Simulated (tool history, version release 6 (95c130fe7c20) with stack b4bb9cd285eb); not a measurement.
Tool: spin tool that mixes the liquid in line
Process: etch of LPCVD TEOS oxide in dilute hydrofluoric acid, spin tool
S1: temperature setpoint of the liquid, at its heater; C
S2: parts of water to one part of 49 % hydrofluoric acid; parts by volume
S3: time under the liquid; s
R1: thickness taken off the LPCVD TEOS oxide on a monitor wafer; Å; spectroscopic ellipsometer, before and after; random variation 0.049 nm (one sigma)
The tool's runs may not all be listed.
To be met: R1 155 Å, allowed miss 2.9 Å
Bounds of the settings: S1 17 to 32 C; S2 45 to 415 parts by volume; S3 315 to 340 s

run 1 hour=0 | S1=24 S2=230 S3=315 | R1=270.09
run 2 hour=8.2 | S1=24 S2=230 S3=340 | R1=291.88
run 3 hour=8.8 | S1=24 S2=175 S3=340 | R1=407.06
run 4 hour=14 | S1=23 S2=195 S3=340 | R1=345.29
run 5 hour=20.4 | S1=23 S2=195 S3=315 | R1=318.68
run 6 hour=28.1 | S1=23 S2=130 S3=315 | R1=514.35
run 7 hour=36.5 | S1=22 S2=150 S3=315 | R1=420
run 8 hour=42 | S1=21.5 S2=170 S3=315 | R1=355.1
run 9 hour=49.4 | S1=17.5 S2=260 S3=315 | R1=182.86
run 10 hour=53.6 | S1=17.5 S2=265 S3=315 | R1=179.6
run 11 hour=59.4 | S1=17.5 S2=270 S3=315 | R1=174.49

4 next moves are on the table. One of them brings every result within its allowed miss. Which?
run A hour=65.2 | S1=17.5 S2=255 S3=315 | R1=?
run B hour=65.2 | S1=17 S2=280 S3=315 | R1=?
run C hour=65.2 | S1=19 S2=285 S3=335 | R1=?
run D hour=65.2 | S1=20 S2=340 S3=340 | R1=?

move=A R1=186.41
move=B R1=162.98
move=C R1=182.85
move=D R1=153.77
A: further off than the last run
B: nearer than the last run, and not there yet
C: further off than the last run
D: meets every target
Answer: D
